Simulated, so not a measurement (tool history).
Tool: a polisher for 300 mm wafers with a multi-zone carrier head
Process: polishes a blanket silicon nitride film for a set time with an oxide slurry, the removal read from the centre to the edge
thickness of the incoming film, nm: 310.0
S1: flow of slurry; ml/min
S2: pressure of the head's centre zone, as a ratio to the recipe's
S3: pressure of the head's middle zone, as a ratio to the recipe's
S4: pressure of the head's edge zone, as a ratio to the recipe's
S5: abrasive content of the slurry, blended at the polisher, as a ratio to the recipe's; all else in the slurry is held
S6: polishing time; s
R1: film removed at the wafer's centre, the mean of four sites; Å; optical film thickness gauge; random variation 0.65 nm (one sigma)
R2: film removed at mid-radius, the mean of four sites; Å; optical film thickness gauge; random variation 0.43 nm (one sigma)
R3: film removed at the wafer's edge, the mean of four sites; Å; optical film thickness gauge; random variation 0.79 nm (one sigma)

run	hour	S1	S2	S3	S4	S5	S6	R1	R2	R3
1	0	315	1	1	1	1	54	478.67	462.99	464.08
2	4.7	315	1	1.06	1	1	54	473.55	482.57	483.15
3	11.9	315	1	1.06	1	0.85	54	419.38	426.44	419.98
4	20.6	325	1.02	1.08	1.01	0.9	54	442.79	451.02	454.44
5	22.4	325	1.02	1.08	1.01	0.8	54	410.08	416.86	396.95
6	23.8	325	1.02	1.08	1.06	0.8	54	410.72	420.1	413.83

Forecast run 7:
7	24.7	330	1.04	1.1	1.04	0.9	54	?	?	?

R1: 452.72 Å
R2: 459.02 Å
R3: 451.49 Å
